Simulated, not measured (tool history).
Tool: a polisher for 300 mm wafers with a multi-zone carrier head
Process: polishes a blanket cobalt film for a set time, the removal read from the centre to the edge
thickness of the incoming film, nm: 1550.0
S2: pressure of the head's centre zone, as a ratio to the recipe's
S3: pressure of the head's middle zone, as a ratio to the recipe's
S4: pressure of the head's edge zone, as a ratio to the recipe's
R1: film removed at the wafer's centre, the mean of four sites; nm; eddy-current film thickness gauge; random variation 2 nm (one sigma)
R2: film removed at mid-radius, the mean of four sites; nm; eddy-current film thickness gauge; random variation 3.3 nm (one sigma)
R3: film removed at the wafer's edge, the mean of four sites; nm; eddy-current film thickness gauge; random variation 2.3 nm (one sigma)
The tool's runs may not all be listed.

run 1 day=0 | flow_of_slurry_(ml/min)=300 S2=1 S3=1 S4=1 polishing_time_(s)=80 | R1=337.68 R2=330.12 R3=326.25
run 2 day=0.25 | flow_of_slurry_(ml/min)=300 S2=1.08 S3=1 S4=1 polishing_time_(s)=80 | R1=361.99 R2=326.23 R3=327.99
run 3 day=0.521 | flow_of_slurry_(ml/min)=235 S2=1.08 S3=1 S4=1 polishing_time_(s)=80 | R1=352.44 R2=319.32 R3=319.82
run 4 day=0.854 | flow_of_slurry_(ml/min)=235 S2=1.08 S3=1 S4=1.03 polishing_time_(s)=80 | R1=347.11 R2=323.7 R3=325.26
run 5 day=1.071 | flow_of_slurry_(ml/min)=235 S2=1.08 S3=1 S4=1.03 polishing_time_(s)=73 | R1=317.61 R2=285.26 R3=297.87
run 6 day=1.183 | flow_of_slurry_(ml/min)=230 S2=1.06 S3=0.99 S4=1.01 polishing_time_(s)=72 | R1=307.81 R2=281.47 R3=287.07
run 7 day=1.504 | flow_of_slurry_(ml/min)=225 S2=1.04 S3=0.98 S4=1 polishing_time_(s)=72 | R1=299.84 R2=273.51 R3=288.67

Forecast run 8:
run 8 day=1.571 | flow_of_slurry_(ml/min)=220 S2=1.03 S3=0.98 S4=0.98 polishing_time_(s)=72 | R1=? R2=? R3=?

R1: 302.22 nm
R2: 280.64 nm
R3: 286.27 nm

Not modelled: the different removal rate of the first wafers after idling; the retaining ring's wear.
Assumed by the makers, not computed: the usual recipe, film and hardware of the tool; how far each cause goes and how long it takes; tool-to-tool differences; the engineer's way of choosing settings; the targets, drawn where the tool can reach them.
